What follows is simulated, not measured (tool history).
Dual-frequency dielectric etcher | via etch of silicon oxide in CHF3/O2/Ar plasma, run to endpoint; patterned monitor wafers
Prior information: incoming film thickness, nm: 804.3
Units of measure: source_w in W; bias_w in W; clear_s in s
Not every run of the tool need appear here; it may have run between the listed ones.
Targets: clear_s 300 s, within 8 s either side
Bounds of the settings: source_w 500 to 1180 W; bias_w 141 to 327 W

run 1 hour=0 | source_w=840 bias_w=234 | clear_s=335.07
run 2 hour=1.4 | source_w=840 bias_w=211 | clear_s=349.77
run 3 hour=2.8 | source_w=690 bias_w=211 | clear_s=373.53
run 4 hour=7.2 | source_w=690 bias_w=241 | clear_s=351.77
run 5 hour=11.4 | source_w=550 bias_w=241 | clear_s=381.4
run 6 hour=12.7 | source_w=630 bias_w=248 | clear_s=358.56
run 7 hour=17.2 | source_w=690 bias_w=253 | clear_s=346.4
run 8 hour=24.7 | source_w=690 bias_w=253 | clear_s=343.75
run 9 hour=26.4 | source_w=740 bias_w=256 | clear_s=332.77
run 10 hour=29.4 | source_w=780 bias_w=258 | clear_s=328.71
run 11 hour=36.7 | source_w=810 bias_w=261 | clear_s=319.37
run 12 hour=38.1 | source_w=830 bias_w=263 | clear_s=314.68
run 13 hour=45.9 | source_w=850 bias_w=264 | clear_s=314.8

5 candidate next runs follow, results not yet known. Just one meets every target within its allowed miss. Identify it.
run A hour=53.7 | source_w=760 bias_w=243 | clear_s=?
run B hour=53.7 | source_w=750 bias_w=298 | clear_s=?
run C hour=53.7 | source_w=760 bias_w=319 | clear_s=?
run D hour=53.7 | source_w=810 bias_w=251 | clear_s=?
run E hour=53.7 | source_w=770 bias_w=237 | clear_s=?

move=A clear_s=337.69
move=B clear_s=311.69
move=C clear_s=301.59
move=D clear_s=325.86
move=E clear_s=339.64
A: its largest miss is bigger than the last run's
B: moves toward the targets from the last run without getting all of them in spec
C: in spec on every target
D: its largest miss is bigger than the last run's
E: its largest miss is bigger than the last run's
Move C is the one to make.

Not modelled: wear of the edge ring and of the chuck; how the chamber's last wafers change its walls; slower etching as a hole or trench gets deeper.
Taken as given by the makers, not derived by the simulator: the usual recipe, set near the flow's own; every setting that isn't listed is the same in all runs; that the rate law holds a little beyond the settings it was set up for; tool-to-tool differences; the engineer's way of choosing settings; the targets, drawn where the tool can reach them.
